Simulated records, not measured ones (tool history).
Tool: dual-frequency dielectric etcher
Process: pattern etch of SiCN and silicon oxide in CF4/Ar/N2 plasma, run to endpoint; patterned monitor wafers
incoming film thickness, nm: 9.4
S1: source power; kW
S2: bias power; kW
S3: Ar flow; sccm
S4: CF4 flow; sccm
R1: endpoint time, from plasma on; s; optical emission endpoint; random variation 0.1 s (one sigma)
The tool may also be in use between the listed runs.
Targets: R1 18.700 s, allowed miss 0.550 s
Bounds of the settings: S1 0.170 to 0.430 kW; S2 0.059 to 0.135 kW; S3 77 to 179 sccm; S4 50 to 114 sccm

run,hour,S1,S2,S3,S4,R1
1,0.0,0.300,0.097,128,82,14.073
2,8.6,0.300,0.097,128,91,13.761
3,16.8,0.280,0.096,128,91,14.812
4,19.1,0.260,0.095,128,91,15.749
5,27.0,0.260,0.095,151,91,16.293
6,32.6,0.260,0.109,151,91,15.495
7,39.1,0.250,0.108,151,91,16.087
8,45.0,0.190,0.106,152,91,20.781
9,48.4,0.200,0.106,152,91,20.024

Which of these 5 next moves meets every target?
A,51.8,0.200,0.111,163,89,?
B,51.8,0.200,0.106,142,91,?
C,51.8,0.210,0.116,159,94,?
D,51.8,0.190,0.110,136,87,?
E,51.8,0.220,0.111,145,96,?

move,R1
A,19.593
B,19.497
C,18.256
D,20.168
E,17.505
A: nearer than the last run, and not there yet
B: nearer than the last run, and not there yet
C: meets every target
D: further off than the last run
E: takes the result that was furthest off past its target
The right move is C.
